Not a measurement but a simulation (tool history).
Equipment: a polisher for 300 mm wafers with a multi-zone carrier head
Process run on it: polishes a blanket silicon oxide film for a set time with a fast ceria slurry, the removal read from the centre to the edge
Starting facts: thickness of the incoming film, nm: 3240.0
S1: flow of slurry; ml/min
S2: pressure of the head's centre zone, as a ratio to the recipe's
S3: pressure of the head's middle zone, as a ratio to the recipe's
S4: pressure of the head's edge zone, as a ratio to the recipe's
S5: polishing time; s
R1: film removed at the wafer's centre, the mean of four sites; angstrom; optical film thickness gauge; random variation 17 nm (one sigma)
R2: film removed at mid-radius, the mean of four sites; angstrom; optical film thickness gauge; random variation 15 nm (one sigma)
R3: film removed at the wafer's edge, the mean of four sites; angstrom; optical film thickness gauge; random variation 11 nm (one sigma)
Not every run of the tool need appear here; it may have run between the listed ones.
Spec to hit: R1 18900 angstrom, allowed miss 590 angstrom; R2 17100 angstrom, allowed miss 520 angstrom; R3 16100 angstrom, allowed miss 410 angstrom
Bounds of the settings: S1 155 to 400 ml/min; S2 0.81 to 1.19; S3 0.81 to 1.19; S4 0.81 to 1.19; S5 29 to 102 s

Run 1, hour 0: S1 255 ml/min, S2 1, S3 1, S4 1, S5 65 s. Result: R1 13026 angstrom, R2 12791 angstrom, R3 13298 angstrom.
Run 2, hour 1.5: S1 280 ml/min, S2 1.07, S3 1.05, S4 1.03, S5 68 s. Result: R1 14575 angstrom, R2 14068 angstrom, R3 14161 angstrom.
Run 3, hour 6.3: S1 280 ml/min, S2 1.07, S3 1.01, S4 1.03, S5 68 s. Result: R1 14747 angstrom, R2 13841 angstrom, R3 14198 angstrom.
Run 4, hour 10.5: S1 280 ml/min, S2 1.07, S3 1.01, S4 1.11, S5 68 s. Result: R1 14663 angstrom, R2 13689 angstrom, R3 14589 angstrom.
Run 5, hour 18.6: S1 280 ml/min, S2 1.15, S3 1.01, S4 1.11, S5 68 s. Result: R1 16043 angstrom, R2 13666 angstrom, R3 14863 angstrom.
Run 6, hour 24.9: S1 305 ml/min, S2 1.16, S3 1.05, S4 1.08, S5 70 s. Result: R1 16733 angstrom, R2 14669 angstrom, R3 14984 angstrom.
Run 7, hour 26.1: S1 320 ml/min, S2 1.17, S3 1.07, S4 1.07, S5 72 s. Result: R1 17403 angstrom, R2 15309 angstrom, R3 15428 angstrom.
Run 8, hour 30: S1 330 ml/min, S2 1.18, S3 1.09, S4 1.06, S5 73 s. Result: R1 17836 angstrom, R2 15828 angstrom, R3 15540 angstrom.
Run 9, hour 31.6: S1 335 ml/min, S2 1.18, S3 1.1, S4 1.05, S5 74 s. Result: R1 18236 angstrom, R2 16044 angstrom, R3 15619 angstrom.

Below are 5 possible settings for the next run. Only one of them brings all results inside the allowed miss of their targets. Which is it?
Run A, hour 33.2: S1 280 ml/min, S2 1.12, S3 1, S4 1.11, S5 78 s. Result: R1 ?, R2 ?, R3 ?.
Run B, hour 33.2: S1 325 ml/min, S2 1.14, S3 0.97, S4 1.04, S5 72 s. Result: R1 ?, R2 ?, R3 ?.
Run C, hour 33.2: S1 325 ml/min, S2 1.19, S3 1.17, S4 1.05, S5 76 s. Result: R1 ?, R2 ?, R3 ?.
Run D, hour 33.2: S1 320 ml/min, S2 1.19, S3 0.95, S4 1.12, S5 73 s. Result: R1 ?, R2 ?, R3 ?.
Run E, hour 33.2: S1 345 ml/min, S2 1.12, S3 1.04, S4 1.04, S5 81 s. Result: R1 ?, R2 ?, R3 ?.

move     R1     R2     R3
   A  17803  15633  16867
   B  17014  14362  15255
   C  18773  17219  16144
   D  17980  14336  16037
   E  18924  17022  17222
A: further off than the last run
B: further off than the last run
C: meets every target
D: further off than the last run
E: corrects the largest miss of the last run, while another result sits out of spec
The move that meets every target is C.
